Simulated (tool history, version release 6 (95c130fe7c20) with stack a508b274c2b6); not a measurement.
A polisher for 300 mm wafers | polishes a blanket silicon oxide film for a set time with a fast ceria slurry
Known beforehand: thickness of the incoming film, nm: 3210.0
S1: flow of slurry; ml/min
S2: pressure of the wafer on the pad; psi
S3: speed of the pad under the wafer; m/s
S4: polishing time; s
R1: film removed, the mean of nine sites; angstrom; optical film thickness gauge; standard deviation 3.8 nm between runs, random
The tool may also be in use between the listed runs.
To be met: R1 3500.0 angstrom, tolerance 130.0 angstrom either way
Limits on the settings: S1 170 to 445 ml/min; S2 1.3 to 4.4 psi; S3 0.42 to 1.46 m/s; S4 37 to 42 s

run  hour   S1   S2    S3  S4      R1
  1   0.0  285  2.8  0.94  42  7085.6
  2   3.3  285  2.5  0.90  42  6265.4
  3   8.9  285  3.2  0.90  42  7937.4
  4  14.8  285  2.8  0.86  42  6747.5
  5  20.6  285  2.5  0.82  42  5685.5
  6  27.2  220  2.5  0.82  42  5672.5
  7  31.0  220  2.3  0.80  42  5102.6
  8  36.1  220  2.3  0.80  42  5042.4
  9  43.4  220  1.5  0.78  42  3303.2

Of the 5 settings listed for the next run, only one would bring every result within its allowed miss of target. Which one?
  A  50.7  265  1.3  0.88  38   ?
  B  50.7  225  1.5  0.70  40   ?
  C  50.7  205  1.5  0.80  40   ?
  D  50.7  200  1.8  0.74  39   ?
  E  50.7  220  1.5  0.82  38   ?

move      R1
   A  2884.1
   B  2883.4
   C  3146.7
   D  3434.3
   E  3069.5
A: misses by more than the last run did
B: misses by more than the last run did
C: misses by more than the last run did
D: all results in spec
E: misses by more than the last run did
Move D is the one to make.

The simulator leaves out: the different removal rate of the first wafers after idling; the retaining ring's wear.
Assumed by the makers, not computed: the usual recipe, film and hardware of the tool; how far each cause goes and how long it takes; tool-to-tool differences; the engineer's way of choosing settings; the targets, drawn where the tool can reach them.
